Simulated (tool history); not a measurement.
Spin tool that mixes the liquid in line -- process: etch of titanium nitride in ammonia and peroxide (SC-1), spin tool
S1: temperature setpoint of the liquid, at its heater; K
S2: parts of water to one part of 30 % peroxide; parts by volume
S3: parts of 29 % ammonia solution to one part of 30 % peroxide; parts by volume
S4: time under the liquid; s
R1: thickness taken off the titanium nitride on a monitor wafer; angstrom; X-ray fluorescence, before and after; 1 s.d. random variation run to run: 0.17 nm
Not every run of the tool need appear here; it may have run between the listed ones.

{"run": 1, "hour": 0.0, "S1": 328.15, "S2": 16, "S3": 0.5, "S4": 315, "R1": 161.72}
{"run": 2, "hour": 8.8, "S1": 328.15, "S2": 13.5, "S3": 0.5, "S4": 315, "R1": 176.88}
{"run": 3, "hour": 14.4, "S1": 328.15, "S2": 13.5, "S3": 0.4, "S4": 315, "R1": 170.15}
{"run": 4, "hour": 19.5, "S1": 325.15, "S2": 13.5, "S3": 0.4, "S4": 315, "R1": 137.96}
{"run": 5, "hour": 28.6, "S1": 326.65, "S2": 13.5, "S3": 0.4, "S4": 315, "R1": 153.08}
{"run": 6, "hour": 32.9, "S1": 328.15, "S2": 13.5, "S3": 0.4, "S4": 315, "R1": 171.59}
{"run": 7, "hour": 37.0, "S1": 329.15, "S2": 13.5, "S3": 0.4, "S4": 315, "R1": 180.77}

Run 8 comes next. What will it give?
{"hour": 43.7, "done": "thermometer replaced"}
{"run": 8, "hour": 43.7, "S1": 329.15, "S2": 13.5, "S3": 0.4, "S4": 315, "R1": "?"}

Run 8 produced R1 168.05 angstrom.
